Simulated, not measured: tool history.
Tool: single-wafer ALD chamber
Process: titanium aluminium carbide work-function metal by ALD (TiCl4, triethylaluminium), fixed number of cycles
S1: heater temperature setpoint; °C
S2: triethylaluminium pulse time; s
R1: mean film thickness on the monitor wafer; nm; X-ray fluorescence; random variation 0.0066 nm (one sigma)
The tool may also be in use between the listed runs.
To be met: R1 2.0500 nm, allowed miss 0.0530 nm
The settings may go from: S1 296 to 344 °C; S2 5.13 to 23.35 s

Run 1, hour 0.0: S1 320 °C, S2 14.24 s. Result: R1 2.3209 nm.
Run 2, hour 0.6: S1 320 °C, S2 12.39 s. Result: R1 2.3098 nm.
Run 3, hour 1.4: S1 320 °C, S2 15.10 s. Result: R1 2.3330 nm.
Run 4, hour 5.7: S1 313 °C, S2 15.10 s. Result: R1 2.2661 nm.
Run 5, hour 14.0: S1 311 °C, S2 14.17 s. Result: R1 2.2562 nm.
Run 6, hour 16.7: S1 309 °C, S2 13.12 s. Result: R1 2.2226 nm.
Run 7, hour 18.2: S1 307 °C, S2 12.19 s. Result: R1 2.1991 nm.
Run 8, hour 24.9: S1 306 °C, S2 11.37 s. Result: R1 2.1650 nm.
Run 9, hour 28.4: S1 306 °C, S2 11.37 s. Result: R1 2.1821 nm.
Run 10, hour 35.8: S1 305 °C, S2 10.72 s. Result: R1 2.1557 nm.
Run 11, hour 41.5: S1 304 °C, S2 10.41 s. Result: R1 2.1383 nm.
Run 12, hour 48.4: S1 303 °C, S2 10.21 s. Result: R1 2.1070 nm.

Which of these 4 next moves meets every target?
Run A, hour 55.3: S1 317 °C, S2 12.68 s. Result: R1 ?.
Run B, hour 55.3: S1 314 °C, S2 11.46 s. Result: R1 ?.
Run C, hour 55.3: S1 296 °C, S2 10.21 s. Result: R1 ?.
Run D, hour 55.3: S1 301 °C, S2 12.62 s. Result: R1 ?.

move      R1
   A  2.2695
   B  2.2225
   C  2.0414
   D  2.1386
A: further off than the last run
B: further off than the last run
C: meets every target
D: further off than the last run
Move C is the one to make.
